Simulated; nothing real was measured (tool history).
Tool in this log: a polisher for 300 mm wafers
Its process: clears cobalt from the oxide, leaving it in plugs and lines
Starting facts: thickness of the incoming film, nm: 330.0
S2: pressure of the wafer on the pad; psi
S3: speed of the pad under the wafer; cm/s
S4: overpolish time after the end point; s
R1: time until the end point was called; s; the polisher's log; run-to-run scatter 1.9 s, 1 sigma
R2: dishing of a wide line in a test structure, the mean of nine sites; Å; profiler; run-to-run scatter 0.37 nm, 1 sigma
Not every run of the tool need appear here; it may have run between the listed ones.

Run 1, hour 0.0: flow of slurry (ml/min) 295, S2 1.5 psi, S3 118 cm/s, S4 15 s. Result: R1 66.656 s, R2 401.46 Å.
Run 2, hour 1.8: flow of slurry (ml/min) 295, S2 1.5 psi, S3 108 cm/s, S4 15 s. Result: R1 72.116 s, R2 391.80 Å.
Run 3, hour 5.3: flow of slurry (ml/min) 295, S2 1.5 psi, S3 96 cm/s, S4 15 s. Result: R1 79.749 s, R2 359.18 Å.
Run 4, hour 10.5: flow of slurry (ml/min) 295, S2 1.5 psi, S3 96 cm/s, S4 10 s. Result: R1 79.855 s, R2 283.57 Å.
Run 5, hour 12.9: flow of slurry (ml/min) 340, S2 1.5 psi, S3 96 cm/s, S4 10 s. Result: R1 80.414 s, R2 289.58 Å.
Run 6, hour 22.0: flow of slurry (ml/min) 340, S2 1.3 psi, S3 94 cm/s, S4 10 s. Result: R1 91.939 s, R2 251.38 Å.

Run 7, settings as shown, results not yet in. Your forecast:
Run 7, hour 28.9: flow of slurry (ml/min) 340, S2 1.2 psi, S3 92 cm/s, S4 11 s. Result: R1 ?, R2 ?.

R1: 103.700 s
R2: 253.28 Å
